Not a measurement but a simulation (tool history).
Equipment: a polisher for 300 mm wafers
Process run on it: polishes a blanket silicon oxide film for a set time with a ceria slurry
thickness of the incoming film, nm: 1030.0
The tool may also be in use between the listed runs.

run,hour,flow of slurry (ml/min),pressure of the wafer on the pad (psi),speed of the pad under the wafer (m/s),polishing time (s),film removed (nm)
1,0.0,205,3.9,1.42,31,211.93
2,4.2,250,3.9,1.42,31,218.73
3,6.5,250,3.3,1.34,31,183.33
4,11.7,245,2.9,1.26,31,159.61
5,13.3,245,2.6,1.18,31,141.75
6,19.1,205,2.6,1.18,31,138.48
7,21.8,205,2.4,1.14,31,126.05
8,26.9,200,2.2,1.12,31,119.01

Predict the results of run 9:
9,32.7,200,2.1,1.12,31,?

film removed (nm): 115.16

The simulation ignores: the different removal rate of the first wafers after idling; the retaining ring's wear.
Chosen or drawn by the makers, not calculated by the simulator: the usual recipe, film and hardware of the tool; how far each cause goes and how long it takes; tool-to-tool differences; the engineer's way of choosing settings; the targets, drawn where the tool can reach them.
